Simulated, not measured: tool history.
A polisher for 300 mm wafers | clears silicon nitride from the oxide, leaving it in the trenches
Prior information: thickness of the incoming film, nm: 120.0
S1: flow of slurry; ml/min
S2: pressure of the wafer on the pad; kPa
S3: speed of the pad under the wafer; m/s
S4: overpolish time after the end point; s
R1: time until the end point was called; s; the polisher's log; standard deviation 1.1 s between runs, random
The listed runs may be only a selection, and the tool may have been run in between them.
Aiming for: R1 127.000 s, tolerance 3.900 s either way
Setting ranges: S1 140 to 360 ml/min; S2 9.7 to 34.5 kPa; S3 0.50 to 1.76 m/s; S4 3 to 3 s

run,day,S1,S2,S3,S4,R1
1,0.000,230,22.1,1.12,3,82.089
2,0.117,230,22.1,1.26,3,74.766
3,0.300,230,22.1,1.26,3,73.582
4,0.433,230,20.0,1.26,3,78.601
5,0.700,230,20.0,1.04,3,92.726
6,1.008,230,18.6,1.04,3,96.971
7,1.288,230,17.2,1.04,3,100.470
8,1.546,230,15.9,1.04,3,106.880
9,1.575,230,15.2,1.04,3,107.250

4 candidate next runs follow, results not yet known. Just one meets every target within its allowed miss. Identify it.
A,1.604,185,18.6,0.86,3,?
B,1.604,210,15.9,1.14,3,?
C,1.604,210,11.7,1.02,3,?
D,1.604,240,14.5,0.92,3,?

move,R1
A,117.190
B,98.759
C,125.630
D,121.960
A: nearer the targets than the last run, but a result is still out of spec
B: further off than the last run
C: meets every target
D: nearer the targets than the last run, but a result is still out of spec
C meets every target.
